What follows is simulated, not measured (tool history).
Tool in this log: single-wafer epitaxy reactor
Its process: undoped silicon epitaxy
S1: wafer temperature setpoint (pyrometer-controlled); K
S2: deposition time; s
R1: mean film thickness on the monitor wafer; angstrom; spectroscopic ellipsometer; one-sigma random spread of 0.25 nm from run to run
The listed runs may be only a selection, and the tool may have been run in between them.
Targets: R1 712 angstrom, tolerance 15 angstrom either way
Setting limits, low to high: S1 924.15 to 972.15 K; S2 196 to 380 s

| run | hour | S1 | S2 | R1 |
|---|---|---|---|---|
| 1 | 0 | 948.15 | 288 | 781.19 |
| 2 | 1.1 | 947.15 | 288 | 771.05 |
| 3 | 3.4 | 951.15 | 288 | 825.94 |
| 4 | 7.8 | 950.15 | 288 | 809.02 |
| 5 | 12 | 949.15 | 288 | 797 |
| 6 | 15.9 | 948.15 | 288 | 780.53 |
| 7 | 23.3 | 947.15 | 288 | 768.5 |
| 8 | 31.7 | 946.15 | 288 | 751.94 |
| 9 | 36.9 | 944.15 | 288 | 730.23 |

Consider the 5 candidate settings below. Which is the only one whose results all fall within their allowed miss of target?
| A | 42.1 | 936.15 | 313 | ? |
| B | 42.1 | 950.15 | 262 | ? |
| C | 42.1 | 951.15 | 240 | ? |
| D | 42.1 | 942.15 | 276 | ? |
| E | 42.1 | 941.15 | 298 | ? |

| move | R1 |
|---|---|
| A | 681.16 |
| B | 737.15 |
| C | 687.58 |
| D | 671.09 |
| E | 711.37 |
A: takes the biggest miss from the last run beyond its target
B: misses by more than the last run did
C: takes the biggest miss from the last run beyond its target
D: takes the biggest miss from the last run beyond its target
E: hits every target within its allowed miss
The right move is E.

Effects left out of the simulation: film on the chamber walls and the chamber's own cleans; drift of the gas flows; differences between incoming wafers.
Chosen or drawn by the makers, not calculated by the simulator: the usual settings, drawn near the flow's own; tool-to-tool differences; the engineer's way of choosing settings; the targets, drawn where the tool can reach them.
